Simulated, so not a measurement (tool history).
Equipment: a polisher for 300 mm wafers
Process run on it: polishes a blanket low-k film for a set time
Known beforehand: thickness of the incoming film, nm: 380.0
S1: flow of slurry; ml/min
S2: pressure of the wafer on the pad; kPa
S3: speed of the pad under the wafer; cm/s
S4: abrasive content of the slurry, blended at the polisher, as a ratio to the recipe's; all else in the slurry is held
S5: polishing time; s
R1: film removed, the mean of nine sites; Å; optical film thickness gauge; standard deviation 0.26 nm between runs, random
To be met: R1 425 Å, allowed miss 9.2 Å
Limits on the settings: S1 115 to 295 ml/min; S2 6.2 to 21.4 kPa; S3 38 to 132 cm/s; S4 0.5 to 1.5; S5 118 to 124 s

run  hour   S1    S2   S3    S4   S5      R1
  1     0  190  13.8   84     1  118  474.13
  2   5.2  185  13.8   84     1  118  477.13
  3   7.9  185  13.8  102     1  118  552.67
  4  12.4  185  13.8  102  1.15  118  602.44
     18.9  -- head pressure recalibrated
  5  18.9  185  13.8  102  1.25  118  664.29
  6  26.4  165  13.8  102  1.25  118  659.17
  7  27.4  155   9.7  102  1.25  118  494.05
  8  30.5  155     9  102  1.25  118  466.31
  9  37.6  155   8.3  102  1.25  118  440.07

Consider the 5 candidate settings below. Which is the only one whose results all fall within their allowed miss of target?
  A  44.7  200  8.3  100  1.25  120   ?
  B  44.7  120  6.9  114  1.35  122   ?
  C  44.7  220  6.9  104   1.5  118   ?
  D  44.7  120  6.2  112  1.45  118   ?
  E  44.7  165  8.3   96   1.1  124   ?

move      R1
   A  458.59
   B  444.65
   C  448.77
   D  407.99
   E  421.11
A: the biggest miss grows against the last run
B: the biggest miss grows against the last run
C: the biggest miss grows against the last run
D: carries the result that was furthest off beyond its target, to the other side
E: all results land within tolerance of their targets
The right move is E.

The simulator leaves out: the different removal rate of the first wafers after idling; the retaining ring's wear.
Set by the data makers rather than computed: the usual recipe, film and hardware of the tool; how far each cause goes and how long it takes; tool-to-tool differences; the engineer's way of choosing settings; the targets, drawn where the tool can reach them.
